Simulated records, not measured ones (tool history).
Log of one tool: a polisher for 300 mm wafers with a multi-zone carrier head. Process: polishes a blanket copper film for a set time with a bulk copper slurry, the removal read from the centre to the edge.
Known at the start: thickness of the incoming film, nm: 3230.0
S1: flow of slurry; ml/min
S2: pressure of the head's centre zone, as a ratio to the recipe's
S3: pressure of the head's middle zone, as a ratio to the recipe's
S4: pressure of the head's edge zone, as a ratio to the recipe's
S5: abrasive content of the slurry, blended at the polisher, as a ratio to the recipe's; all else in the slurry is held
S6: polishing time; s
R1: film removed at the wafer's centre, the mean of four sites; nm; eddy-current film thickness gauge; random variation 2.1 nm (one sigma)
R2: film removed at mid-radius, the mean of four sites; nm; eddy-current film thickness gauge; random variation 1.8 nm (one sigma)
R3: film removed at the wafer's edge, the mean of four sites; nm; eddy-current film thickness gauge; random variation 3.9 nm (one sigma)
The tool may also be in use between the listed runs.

{"run": 1, "hour": 0.0, "S1": 220, "S2": 1.0, "S3": 1.0, "S4": 1.0, "S5": 1.0, "S6": 46, "R1": 309.9, "R2": 314.92, "R3": 324.75}
{"run": 2, "hour": 7.8, "S1": 215, "S2": 1.02, "S3": 0.96, "S4": 1.0, "S5": 1.0, "S6": 46, "R1": 317.03, "R2": 303.52, "R3": 315.12}
{"run": 3, "hour": 12.0, "S1": 215, "S2": 1.02, "S3": 0.96, "S4": 1.07, "S5": 1.0, "S6": 46, "R1": 318.23, "R2": 303.24, "R3": 325.37}
{"run": 4, "hour": 16.4, "S1": 210, "S2": 1.03, "S3": 0.94, "S4": 1.09, "S5": 1.0, "S6": 46, "R1": 319.91, "R2": 298.38, "R3": 324.04}
{"run": 5, "hour": 19.0, "S1": 210, "S2": 1.04, "S3": 0.92, "S4": 1.11, "S5": 1.0, "S6": 46, "R1": 319.28, "R2": 293.13, "R3": 328.9}
{"run": 6, "hour": 21.6, "S1": 245, "S2": 1.04, "S3": 0.92, "S4": 1.11, "S5": 1.0, "S6": 46, "R1": 336.44, "R2": 294.81, "R3": 338.6}
{"run": 7, "hour": 27.4, "S1": 240, "S2": 1.04, "S3": 0.91, "S4": 1.1, "S5": 1.0, "S6": 46, "R1": 332.66, "R2": 295.61, "R3": 339.7}

Run 8 comes next. What will it give?
{"run": 8, "hour": 31.8, "S1": 235, "S2": 1.05, "S3": 0.9, "S4": 1.09, "S5": 1.0, "S6": 46, "R1": "?", "R2": "?", "R3": "?"}

R1: 331.60 nm
R2: 290.22 nm
R3: 333.33 nm
